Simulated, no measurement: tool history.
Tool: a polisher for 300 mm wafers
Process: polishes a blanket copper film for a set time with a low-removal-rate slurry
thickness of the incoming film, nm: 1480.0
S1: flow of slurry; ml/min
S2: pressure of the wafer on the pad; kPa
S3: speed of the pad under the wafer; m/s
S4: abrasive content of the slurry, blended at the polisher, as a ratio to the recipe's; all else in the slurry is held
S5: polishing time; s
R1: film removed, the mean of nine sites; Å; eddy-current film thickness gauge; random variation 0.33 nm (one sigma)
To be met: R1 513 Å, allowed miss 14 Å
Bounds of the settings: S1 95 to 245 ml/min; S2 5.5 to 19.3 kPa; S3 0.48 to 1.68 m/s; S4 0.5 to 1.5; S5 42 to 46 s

{"run": 1, "hour": 0.0, "S1": 155, "S2": 12.4, "S3": 1.08, "S4": 1, "S5": 46, "R1": 841.74}
{"run": 2, "hour": 5.0, "S1": 155, "S2": 12.4, "S3": 1.08, "S4": 1, "S5": 46, "R1": 839.24}
{"run": 3, "hour": 5.9, "S1": 115, "S2": 12.4, "S3": 1.08, "S4": 1, "S5": 46, "R1": 761.17}
{"run": 4, "hour": 7.7, "S1": 115, "S2": 12.4, "S3": 1.08, "S4": 1, "S5": 46, "R1": 766.32}
{"run": 5, "hour": 13.8, "S1": 115, "S2": 12.4, "S3": 1.08, "S4": 1.15, "S5": 46, "R1": 782.99}
{"run": 6, "hour": 15.0, "S1": 115, "S2": 12.4, "S3": 1.08, "S4": 1.3, "S5": 46, "R1": 799.76}
{"run": 7, "hour": 23.9, "S1": 110, "S2": 11, "S3": 1.08, "S4": 1.3, "S5": 46, "R1": 737.23}
{"run": 8, "hour": 31.4, "S1": 105, "S2": 9.7, "S3": 1.08, "S4": 1.3, "S5": 46, "R1": 673.74}
{"run": 9, "hour": 33.3, "S1": 105, "S2": 9, "S3": 1.08, "S4": 1.3, "S5": 46, "R1": 642.31}
{"run": 10, "hour": 38.3, "S1": 105, "S2": 8.3, "S3": 1.08, "S4": 1.3, "S5": 46, "R1": 624.95}

Which of these 4 next moves meets every target?
{"run": "A", "hour": 43.3, "S1": 95, "S2": 10.3, "S3": 0.92, "S4": 1.05, "S5": 42, "R1": "?"}
{"run": "B", "hour": 43.3, "S1": 160, "S2": 8.3, "S3": 0.76, "S4": 1.15, "S5": 42, "R1": "?"}
{"run": "C", "hour": 43.3, "S1": 95, "S2": 5.5, "S3": 1.06, "S4": 1.5, "S5": 44, "R1": "?"}
{"run": "D", "hour": 43.3, "S1": 130, "S2": 9, "S3": 0.9, "S4": 1.5, "S5": 42, "R1": "?"}

move=A R1=511.92
move=B R1=474.43
move=C R1=480.39
move=D R1=563.58
A: meets every target
B: takes the result that was furthest off past its target
C: takes the result that was furthest off past its target
D: nearer than the last run, and not there yet
Answer: A
